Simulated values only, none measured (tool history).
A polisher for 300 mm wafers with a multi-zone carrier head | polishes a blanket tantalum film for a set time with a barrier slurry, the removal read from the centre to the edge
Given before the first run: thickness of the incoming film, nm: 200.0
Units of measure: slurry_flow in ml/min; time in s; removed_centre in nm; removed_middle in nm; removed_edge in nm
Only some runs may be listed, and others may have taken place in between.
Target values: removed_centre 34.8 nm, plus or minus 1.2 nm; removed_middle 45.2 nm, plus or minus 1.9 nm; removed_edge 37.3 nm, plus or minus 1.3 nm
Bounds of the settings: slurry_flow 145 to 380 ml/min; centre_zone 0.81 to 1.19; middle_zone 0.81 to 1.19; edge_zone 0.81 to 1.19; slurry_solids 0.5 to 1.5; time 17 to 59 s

run	hour	slurry_flow	centre_zone	middle_zone	edge_zone	slurry_solids	time	removed_centre	removed_middle	removed_edge
1	0	245	1	1	1	1	38	67.751	67.907	70.122
2	3.3	245	0.97	1.05	0.95	0.85	33	54.637	58.344	54.039
3	8	245	0.97	1.08	0.95	0.85	33	53.645	59.546	54.249
4	11.8	245	0.97	1.08	0.91	0.85	33	53.873	59.51	53.443
5	18.4	245	0.97	1.08	0.85	0.85	33	53.553	59.681	50.89
6	23.9	270	0.97	1.08	0.85	0.85	33	54.414	59.821	51.944
7	31	255	0.92	1.08	0.84	0.75	31	45.878	52.717	45.279
8	32.4	240	0.89	1.09	0.83	0.7	31	41.633	51.349	42.352
9	39.7	225	0.87	1.08	0.82	0.65	31	37.923	47.88	40.538

Exactly one of the 5 candidate moves below puts every result within its allowed miss. Which one?
A	47	245	0.83	1.07	0.81	0.55	33	?	?	?
B	47	240	0.81	0.94	0.85	0.6	32	?	?	?
C	47	220	0.84	1.06	0.89	0.5	35	?	?	?
D	47	210	0.91	1.12	0.81	0.6	33	?	?	?
E	47	245	0.81	0.96	0.92	0.5	38	?	?	?

move	removed_centre	removed_middle	removed_edge
A	34.154	44.26	36.94
B	34.714	41.541	39.445
C	32.735	41.651	36.678
D	39.49	48.51	39.185
E	34.787	42.319	40.923
A: in spec on every target
B: meets the target for the result that was furthest off, but another lies outside its allowed miss
C: carries the result that was furthest off beyond its target, to the other side
D: its largest miss is bigger than the last run's
E: meets the target for the result that was furthest off, but another lies outside its allowed miss
A is the move that brings every result within its allowed miss.
